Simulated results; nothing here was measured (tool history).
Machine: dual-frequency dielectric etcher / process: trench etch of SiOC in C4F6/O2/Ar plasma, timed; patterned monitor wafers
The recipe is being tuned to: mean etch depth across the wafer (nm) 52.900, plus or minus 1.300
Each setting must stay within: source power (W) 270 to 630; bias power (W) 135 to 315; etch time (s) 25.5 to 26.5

run	day	source power (W)	bias power (W)	etch time (s)	mean etch depth across the wafer (nm)
1	0.000	450	225	25.5	58.313
2	0.192	450	256	25.5	60.634
3	0.258	450	256	25.5	60.828
4	0.458	450	256	25.5	60.760
5	0.542	450	229	25.5	58.494
6	0.654	450	229	26.5	61.634
7	0.779	430	226	26.5	59.313
8	0.825	420	225	26.5	59.164
9	0.908	410	224	26.5	58.859
10	1.058	400	222	26.5	58.230
11	1.200	390	220	26.5	57.190
12	1.554	310	209	26.5	51.099

Next run, 5 choices. One meets every target within its allowed miss, the rest don't. Which?
A	1.908	280	240	26.0	?
B	1.908	330	232	26.0	?
C	1.908	290	192	26.5	?
D	1.908	300	215	26.0	?
E	1.908	290	205	26.5	?

move	mean etch depth across the wafer (nm)
A	49.535
B	52.523
C	48.103
D	49.398
E	48.979
A: its largest miss is bigger than the last run's
B: every result within its allowed miss
C: its largest miss is bigger than the last run's
D: its largest miss is bigger than the last run's
E: its largest miss is bigger than the last run's
B is the move that brings every result within its allowed miss.
